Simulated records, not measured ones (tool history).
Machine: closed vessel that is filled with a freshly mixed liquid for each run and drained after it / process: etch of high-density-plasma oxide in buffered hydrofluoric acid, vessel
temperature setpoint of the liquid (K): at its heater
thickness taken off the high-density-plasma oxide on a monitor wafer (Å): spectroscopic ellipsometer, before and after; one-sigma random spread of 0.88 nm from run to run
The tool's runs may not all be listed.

run  hour  temperature setpoint of the liquid (K)  parts of 40 % ammonium fluoride to one part of 49 % hydrofluoric acid (parts by volume)  time in the liquid (s)  thickness taken off the high-density-plasma oxide on a monitor wafer (Å)
  1   0.0                                  297.15                                                                                     21.0                      85                                                                    631.74
  2   8.4                                  299.15                                                                                     20.5                      85                                                                    717.39
  3  17.1                                  297.65                                                                                     20.5                      85                                                                    663.48
  4  20.9                                  297.65                                                                                     20.5                      85                                                                    665.33
  5  23.3                                  297.65                                                                                     20.5                      90                                                                    703.02
  6  25.4                                  299.15                                                                                     20.5                      90                                                                    758.53

What will run 7 give?
  7  31.4                                  300.65                                                                                     20.5                      90                                                                         ?

thickness taken off the high-density-plasma oxide on a monitor wafer (Å): 823.47
